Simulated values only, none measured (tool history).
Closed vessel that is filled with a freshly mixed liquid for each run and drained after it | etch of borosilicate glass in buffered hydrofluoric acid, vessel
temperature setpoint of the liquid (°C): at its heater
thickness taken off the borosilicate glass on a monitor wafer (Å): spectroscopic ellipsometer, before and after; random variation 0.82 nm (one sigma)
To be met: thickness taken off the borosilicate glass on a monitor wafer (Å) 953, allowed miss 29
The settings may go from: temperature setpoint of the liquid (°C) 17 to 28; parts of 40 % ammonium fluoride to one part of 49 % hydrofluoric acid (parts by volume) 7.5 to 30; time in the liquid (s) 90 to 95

run,hour,temperature setpoint of the liquid (°C),parts of 40 % ammonium fluoride to one part of 49 % hydrofluoric acid (parts by volume),time in the liquid (s),thickness taken off the borosilicate glass on a monitor wafer (Å)
1,0,20,21,90,403.05
2,5.2,20,26,90,341.79
3,13.4,23,26,90,412.76
4,20.8,24,22.5,90,481.13
5,27.3,24,22.5,95,502.48
6,34.5,25,19,95,606.14
7,38.4,25.5,17,95,701.66
8,42.1,26,16,95,761.23
9,43,26.5,15.5,95,804.78
10,50.2,27,15,95,853.71
11,55.1,27,14.5,95,877.95
12,57.8,28,13.5,95,983.93

4 next moves are on the table. One of them brings every result within its allowed miss. Which?
A,60.5,27,13.5,95,?
B,60.5,22,9.5,95,?
C,60.5,28,13,95,?
D,60.5,27.5,12,90,?

move,thickness taken off the borosilicate glass on a monitor wafer (Å)
A,939.71
B,1000.2
C,1028
D,1026.6
A: meets every target
B: further off than the last run
C: further off than the last run
D: further off than the last run
The right move is A.

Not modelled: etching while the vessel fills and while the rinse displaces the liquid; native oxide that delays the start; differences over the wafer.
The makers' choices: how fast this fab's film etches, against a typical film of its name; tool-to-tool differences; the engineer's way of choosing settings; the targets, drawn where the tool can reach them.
